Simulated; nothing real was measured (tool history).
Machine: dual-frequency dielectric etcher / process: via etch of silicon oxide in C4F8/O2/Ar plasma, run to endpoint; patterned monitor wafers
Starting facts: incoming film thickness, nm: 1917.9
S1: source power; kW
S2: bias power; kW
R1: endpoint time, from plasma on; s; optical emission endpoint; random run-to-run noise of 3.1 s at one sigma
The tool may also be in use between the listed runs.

Run 1, hour 0.0: S1 1.580 kW, S2 2.276 kW. Result: R1 336.29 s.
Run 2, hour 4.0: S1 1.460 kW, S2 2.207 kW. Result: R1 354.65 s.
Run 3, hour 8.8: S1 1.460 kW, S2 2.543 kW. Result: R1 336.25 s.
Run 4, hour 14.6: S1 1.460 kW, S2 2.399 kW. Result: R1 339.20 s.
Run 5, hour 17.0: S1 1.350 kW, S2 2.330 kW. Result: R1 359.91 s.
Run 6, hour 24.7: S1 1.450 kW, S2 2.330 kW. Result: R1 346.04 s.
Run 7, hour 30.3: S1 1.360 kW, S2 2.293 kW. Result: R1 357.84 s.
Run 8, hour 34.0: S1 1.300 kW, S2 2.264 kW. Result: R1 365.09 s.

What will run 9 give?
Run 9, hour 34.8: S1 1.250 kW, S2 2.240 kW. Result: R1 ?.

{"run 9": {"R1": 368.74}}
